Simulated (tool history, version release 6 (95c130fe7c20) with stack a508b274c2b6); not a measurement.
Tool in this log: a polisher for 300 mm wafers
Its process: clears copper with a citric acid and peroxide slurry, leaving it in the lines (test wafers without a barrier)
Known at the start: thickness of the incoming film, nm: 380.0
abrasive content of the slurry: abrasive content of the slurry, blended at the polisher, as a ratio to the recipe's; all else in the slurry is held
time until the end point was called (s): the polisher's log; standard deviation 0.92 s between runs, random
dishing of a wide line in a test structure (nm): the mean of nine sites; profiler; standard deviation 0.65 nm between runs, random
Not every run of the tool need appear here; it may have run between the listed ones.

| run | hour | flow of slurry (ml/min) | pressure of the wafer on the pad (psi) | speed of the pad under the wafer (cm/s) | abrasive content of the slurry | overpolish time after the end point (s) | time until the end point was called (s) | dishing of a wide line in a test structure (nm) |
|---|---|---|---|---|---|---|---|---|
| 1 | 0.0 | 255 | 4.1 | 110 | 1.0 | 23 | 99.182 | 34.906 |
| 2 | 4.7 | 255 | 4.3 | 110 | 1.0 | 22 | 94.497 | 33.767 |
| 3 | 13.6 | 255 | 4.5 | 110 | 1.0 | 22 | 91.098 | 34.677 |
| 4 | 15.8 | 255 | 4.7 | 112 | 1.0 | 22 | 84.134 | 36.466 |
| 5 | 22.8 | 255 | 4.9 | 112 | 1.0 | 21 | 83.839 | 35.222 |
| 6 | 24.9 | 255 | 5.1 | 114 | 1.0 | 21 | 76.240 | 35.452 |

What does the tool deliver on the next run?
|  | 26.9 | worn pad replaced by a new one |
| 7 | 26.9 | 255 | 5.2 | 114 | 1.0 | 21 | ? | ? |

time until the end point was called (s): 73.228
dishing of a wide line in a test structure (nm): 38.309
